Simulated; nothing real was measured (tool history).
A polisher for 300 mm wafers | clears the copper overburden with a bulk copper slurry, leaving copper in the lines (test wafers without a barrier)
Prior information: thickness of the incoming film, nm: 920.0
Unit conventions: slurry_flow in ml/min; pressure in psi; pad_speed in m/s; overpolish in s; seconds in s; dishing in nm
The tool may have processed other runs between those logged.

| run | hour | slurry_flow | pressure | pad_speed | slurry_solids | overpolish | seconds | dishing |
|---|---|---|---|---|---|---|---|---|
| 1 | 0 | 175 | 2 | 0.94 | 1 | 28 | 162.6 | 80.485 |
| 2 | 1.6 | 175 | 2 | 0.96 | 1 | 24 | 158.04 | 74.108 |
| 3 | 2.4 | 175 | 2 | 0.96 | 1 | 21 | 161.65 | 70.894 |
| 4 | 7 | 175 | 2 | 0.96 | 0.8 | 21 | 167.06 | 66.022 |
| 5 | 8.7 | 175 | 2 | 0.74 | 0.8 | 21 | 217.02 | 55.364 |
| 6 | 14.5 | 175 | 2 | 0.74 | 0.8 | 16 | 217.54 | 46.511 |

For run 7, what comes out?
| 7 | 23.2 | 175 | 2.1 | 0.74 | 0.8 | 15 | ? | ? |

{"run 7": {"seconds": 205.72, "dishing": 46.95}}
